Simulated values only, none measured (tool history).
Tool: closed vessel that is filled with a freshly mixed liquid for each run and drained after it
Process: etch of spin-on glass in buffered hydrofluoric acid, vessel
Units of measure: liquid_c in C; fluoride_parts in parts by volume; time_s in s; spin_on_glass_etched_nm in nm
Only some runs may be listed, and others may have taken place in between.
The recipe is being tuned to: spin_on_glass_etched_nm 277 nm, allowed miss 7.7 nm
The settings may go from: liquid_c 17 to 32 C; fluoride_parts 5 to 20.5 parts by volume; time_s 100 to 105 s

run,hour,liquid_c,fluoride_parts,time_s,spin_on_glass_etched_nm
1,0,24,12.5,100,158.76
2,3.8,22.5,12.5,100,147.05
3,5.7,22.5,9.5,100,185.01
4,6.8,22.5,9.5,105,196.28
5,11.7,22.5,8.5,105,217.56
6,17.2,22.5,8.5,100,209.02
7,24.1,22.5,8.5,100,204.27
8,30,24,8.5,100,220.91

Exercise: of the 5 proposed moves below, exactly one satisfies all targets within the stated allowed misses. Which move is it?
A,35.9,24,7,105,?
B,35.9,24.5,7,105,?
C,35.9,24.5,7.5,105,?
D,35.9,26,8.5,105,?
E,35.9,19.5,5,105,?

move,spin_on_glass_etched_nm
A,292.02
B,300.18
C,278.64
D,264.16
E,302.81
A: moves the result that the last run missed by most past its target, out the other side
B: moves the result that the last run missed by most past its target, out the other side
C: every result within its allowed miss
D: nearer than the last run, and not there yet
E: moves the result that the last run missed by most past its target, out the other side
So the answer is move C, the one that meets all the targets.
